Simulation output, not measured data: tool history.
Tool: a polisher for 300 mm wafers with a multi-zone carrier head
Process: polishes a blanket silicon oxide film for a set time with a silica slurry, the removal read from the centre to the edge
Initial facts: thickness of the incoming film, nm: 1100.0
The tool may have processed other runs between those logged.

| run | hour | flow of slurry (ml/min) | pressure of the head's centre zone | pressure of the head's middle zone | pressure of the head's edge zone | abrasive content of the slurry | polishing time (s) | film removed at the wafer's centre (nm) | film removed at mid-radius (nm) | film removed at the wafer's edge (nm) |
|---|---|---|---|---|---|---|---|---|---|---|
| 1 | 0.0 | 250 | 1.00 | 1.00 | 1.00 | 1.00 | 74 | 197.68 | 202.48 | 195.29 |
| 2 | 8.4 | 250 | 0.98 | 1.02 | 1.02 | 1.05 | 75 | 200.56 | 206.61 | 206.20 |
| 3 | 11.7 | 250 | 0.96 | 1.04 | 1.01 | 1.10 | 76 | 198.81 | 212.70 | 206.91 |
| 4 | 16.2 | 255 | 0.94 | 1.06 | 1.01 | 1.15 | 78 | 207.96 | 227.66 | 220.09 |
| 5 | 20.2 | 260 | 0.92 | 1.08 | 1.02 | 1.20 | 79 | 207.45 | 237.65 | 223.71 |
| 6 | 22.1 | 260 | 0.92 | 1.08 | 1.02 | 1.30 | 79 | 214.77 | 244.70 | 234.05 |
| 7 | 22.9 | 265 | 0.91 | 1.09 | 1.04 | 1.35 | 80 | 213.40 | 256.75 | 240.75 |
| 8 | 31.3 | 265 | 0.91 | 1.09 | 1.04 | 1.35 | 80 | 216.59 | 255.74 | 238.57 |
| 9 | 34.2 | 260 | 0.90 | 1.09 | 1.05 | 1.35 | 81 | 214.76 | 261.97 | 244.05 |
| 10 | 39.4 | 265 | 0.90 | 1.09 | 1.07 | 1.35 | 82 | 220.34 | 260.32 | 248.13 |
| 11 | 46.0 | 265 | 0.89 | 1.09 | 1.08 | 1.35 | 83 | 220.86 | 265.66 | 249.77 |
| 12 | 46.5 | 260 | 0.88 | 1.09 | 1.08 | 1.35 | 84 | 217.66 | 271.79 | 256.20 |
| 13 | 55.2 | 260 | 0.88 | 1.09 | 1.09 | 1.35 | 85 | 221.28 | 270.14 | 258.71 |

Expected results for the next run?
| 14 | 64.1 | 260 | 0.88 | 1.09 | 1.10 | 1.35 | 85 | ? | ? | ? |

{"run 14": {"film removed at the wafer's centre (nm)": 220.79, "film removed at mid-radius (nm)": 269.0, "film removed at the wafer's edge (nm)": 261.79}}
